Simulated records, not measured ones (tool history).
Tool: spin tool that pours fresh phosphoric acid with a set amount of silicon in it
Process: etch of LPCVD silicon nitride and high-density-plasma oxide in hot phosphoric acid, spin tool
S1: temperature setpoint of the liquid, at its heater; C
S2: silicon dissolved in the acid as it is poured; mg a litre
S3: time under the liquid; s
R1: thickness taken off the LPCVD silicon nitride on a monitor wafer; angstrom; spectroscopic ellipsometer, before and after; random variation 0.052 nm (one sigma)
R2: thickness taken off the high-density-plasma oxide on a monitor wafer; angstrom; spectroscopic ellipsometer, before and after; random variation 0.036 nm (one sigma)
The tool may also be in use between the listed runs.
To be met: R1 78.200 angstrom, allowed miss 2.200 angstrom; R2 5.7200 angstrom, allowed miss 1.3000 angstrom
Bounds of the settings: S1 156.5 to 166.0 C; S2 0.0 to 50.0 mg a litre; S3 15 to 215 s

{"run": 1, "day": 0.0, "S1": 161.0, "S2": 25.5, "S3": 110, "R1": 83.283, "R2": 2.4356}
{"run": 2, "day": 0.292, "S1": 161.0, "S2": 25.5, "S3": 145, "R1": 111.33, "R2": 3.2272}
{"run": 3, "day": 0.362, "S1": 162.5, "S2": 25.5, "S3": 145, "R1": 116.65, "R2": 4.2512}
{"run": 4, "day": 0.733, "S1": 162.5, "S2": 18.5, "S3": 130, "R1": 103.84, "R2": 4.0855}
{"run": 5, "day": 0.958, "S1": 162.5, "S2": 18.5, "S3": 170, "R1": 136.57, "R2": 5.2714}
{"run": 6, "day": 1.212, "S1": 162.5, "S2": 6.0, "S3": 170, "R1": 136.63, "R2": 7.6611}
{"run": 7, "day": 1.35, "S1": 162.5, "S2": 4.0, "S3": 150, "R1": 119.16, "R2": 7.4308}
{"run": 8, "day": 1.392, "S1": 162.5, "S2": 3.0, "S3": 135, "R1": 107.47, "R2": 6.5102}
{"run": 9, "day": 1.542, "S1": 163.0, "S2": 2.0, "S3": 120, "R1": 98.564, "R2": 6.7826}
{"run": 10, "day": 1.867, "S1": 163.0, "S2": 1.5, "S3": 110, "R1": 89.131, "R2": 5.5275}
{"run": 11, "day": 2.246, "S1": 163.0, "S2": 1.0, "S3": 105, "R1": 85.379, "R2": 5.3388}
{"run": 12, "day": 2.392, "S1": 163.5, "S2": 0.5, "S3": 100, "R1": 81.691, "R2": 5.4206}
{"run": 13, "day": 2.517, "S1": 164.0, "S2": 0.5, "S3": 100, "R1": 83.978, "R2": 5.4166}
{"run": 14, "day": 2.667, "S1": 163.5, "S2": 0.5, "S3": 100, "R1": 82.943, "R2": 5.6386}

Which of these 5 next moves meets every target?
{"run": "A", "day": 2.817, "S1": 166.0, "S2": 2.5, "S3": 95, "R1": "?", "R2": "?"}
{"run": "B", "day": 2.817, "S1": 164.5, "S2": 0.0, "S3": 90, "R1": "?", "R2": "?"}
{"run": "C", "day": 2.817, "S1": 165.5, "S2": 2.0, "S3": 95, "R1": "?", "R2": "?"}
{"run": "D", "day": 2.817, "S1": 163.5, "S2": 19.5, "S3": 90, "R1": "?", "R2": "?"}
{"run": "E", "day": 2.817, "S1": 163.5, "S2": 0.0, "S3": 100, "R1": "?", "R2": "?"}

move=A R1=85.419 R2=5.5558
move=B R1=76.980 R2=4.9385
move=C R1=84.012 R2=5.4068
move=D R1=74.444 R2=2.9605
move=E R1=82.716 R2=5.0963
A: further off than the last run
B: meets every target
C: further off than the last run
D: takes the result that was furthest off past its target
E: as far off as the last run
Move B is the one to make.

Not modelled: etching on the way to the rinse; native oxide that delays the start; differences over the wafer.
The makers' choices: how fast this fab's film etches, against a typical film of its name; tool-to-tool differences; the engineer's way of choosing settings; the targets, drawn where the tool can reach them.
